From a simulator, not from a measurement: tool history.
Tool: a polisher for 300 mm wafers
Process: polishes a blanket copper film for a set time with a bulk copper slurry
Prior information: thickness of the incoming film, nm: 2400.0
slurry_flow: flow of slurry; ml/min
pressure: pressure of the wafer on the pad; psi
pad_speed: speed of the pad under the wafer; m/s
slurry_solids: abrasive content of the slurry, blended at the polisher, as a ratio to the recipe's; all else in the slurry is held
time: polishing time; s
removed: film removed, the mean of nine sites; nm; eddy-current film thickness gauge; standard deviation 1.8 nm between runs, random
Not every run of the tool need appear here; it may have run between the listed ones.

| run | day | slurry_flow | pressure | pad_speed | slurry_solids | time | removed |
|---|---|---|---|---|---|---|---|
| 1 | 0 | 245 | 2 | 1.02 | 1 | 56 | 369.36 |
| 2 | 0.075 | 240 | 1.7 | 1.02 | 1 | 56 | 312.29 |
| 3 | 0.254 | 240 | 1.7 | 1.02 | 0.8 | 56 | 304.95 |
| 4 | 0.412 | 275 | 1.7 | 1.02 | 0.8 | 56 | 312.58 |
| 5 | 0.721 | 315 | 1.7 | 1.02 | 0.8 | 56 | 314.35 |
| 6 | 0.742 | 315 | 1.5 | 1.02 | 0.8 | 56 | 283.08 |
| 7 | 0.892 | 290 | 1.1 | 1.02 | 0.8 | 56 | 207.46 |
| 8 | 1.138 | 290 | 1.1 | 1.02 | 0.8 | 56 | 205.63 |
| 9 | 1.304 | 300 | 1.2 | 1.02 | 0.8 | 56 | 228.43 |

For run 10, what comes out?
| 10 | 1.433 | 335 | 1.2 | 1.02 | 0.8 | 56 | ? |

{"run 10": {"removed": 227.66}}
